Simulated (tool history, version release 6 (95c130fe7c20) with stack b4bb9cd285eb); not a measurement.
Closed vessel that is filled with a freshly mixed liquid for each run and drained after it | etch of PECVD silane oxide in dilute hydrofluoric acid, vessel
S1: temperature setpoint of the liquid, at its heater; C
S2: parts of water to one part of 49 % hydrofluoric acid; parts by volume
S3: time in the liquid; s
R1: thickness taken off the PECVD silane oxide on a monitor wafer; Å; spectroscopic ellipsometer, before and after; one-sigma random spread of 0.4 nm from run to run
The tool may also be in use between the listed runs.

| run | day | S1 | S2 | S3 | R1 |
|---|---|---|---|---|---|
| 1 | 0.000 | 25.0 | 250 | 420 | 653.19 |
| 2 | 0.117 | 26.5 | 250 | 420 | 692.56 |
| 3 | 0.358 | 28.5 | 250 | 420 | 738.84 |
| 4 | 0.396 | 27.5 | 250 | 420 | 708.60 |
| 5 | 0.492 | 26.5 | 250 | 420 | 692.32 |
| 6 | 0.621 | 26.0 | 250 | 420 | 677.65 |
| 7 | 0.792 | 25.5 | 250 | 420 | 668.66 |
| 8 | 1.042 | 25.0 | 250 | 420 | 642.72 |
| 9 | 1.308 | 24.5 | 250 | 420 | 648.45 |
| 10 | 1.450 | 24.0 | 250 | 420 | 626.66 |
| 11 | 1.492 | 23.5 | 250 | 420 | 612.48 |
| 12 | 1.746 | 23.0 | 250 | 420 | 610.12 |

Estimate the outcome of run 13 from the log above:
| 13 | 1.892 | 22.5 | 250 | 420 | ? |

R1: 599.06 Å
